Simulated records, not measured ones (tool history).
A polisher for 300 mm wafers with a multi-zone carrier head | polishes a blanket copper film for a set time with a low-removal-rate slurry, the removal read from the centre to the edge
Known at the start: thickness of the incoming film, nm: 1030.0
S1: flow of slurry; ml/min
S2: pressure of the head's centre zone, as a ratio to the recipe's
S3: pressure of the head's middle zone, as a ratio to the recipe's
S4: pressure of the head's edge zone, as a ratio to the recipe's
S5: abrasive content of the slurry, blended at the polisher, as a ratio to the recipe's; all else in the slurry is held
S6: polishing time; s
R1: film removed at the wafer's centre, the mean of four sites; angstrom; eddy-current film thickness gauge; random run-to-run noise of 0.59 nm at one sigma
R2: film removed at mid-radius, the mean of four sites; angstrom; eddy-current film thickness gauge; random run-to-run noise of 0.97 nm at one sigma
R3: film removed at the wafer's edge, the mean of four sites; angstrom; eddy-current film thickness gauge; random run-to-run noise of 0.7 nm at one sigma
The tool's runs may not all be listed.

run	day	S1	S2	S3	S4	S5	S6	R1	R2	R3
1	0.000	185	1.00	1.00	1.00	1.00	33	922.96	881.43	925.33
2	0.104	185	1.00	1.00	0.98	0.95	33	907.04	894.95	924.06
3	0.267	185	1.00	1.00	1.06	0.95	33	905.10	871.90	958.45
4	0.546	185	1.01	1.00	1.04	0.90	33	901.76	912.27	961.89
5	0.829	185	1.01	1.00	0.98	0.90	33	904.19	880.79	903.66
6	1.100	185	1.01	1.00	0.98	1.10	33	944.29	922.72	944.84
7	1.125	170	1.03	0.97	0.88	0.85	31	831.21	803.37	804.54
8	1.425	170	1.04	0.97	0.87	0.85	31	849.08	806.12	808.62
9	1.612	170	1.04	0.97	0.86	0.80	31	848.29	794.90	775.80

Forecast run 10:
10	1.967	165	1.04	0.97	0.86	0.80	31	?	?	?

R1: 838.44 angstrom
R2: 804.68 angstrom
R3: 781.22 angstrom

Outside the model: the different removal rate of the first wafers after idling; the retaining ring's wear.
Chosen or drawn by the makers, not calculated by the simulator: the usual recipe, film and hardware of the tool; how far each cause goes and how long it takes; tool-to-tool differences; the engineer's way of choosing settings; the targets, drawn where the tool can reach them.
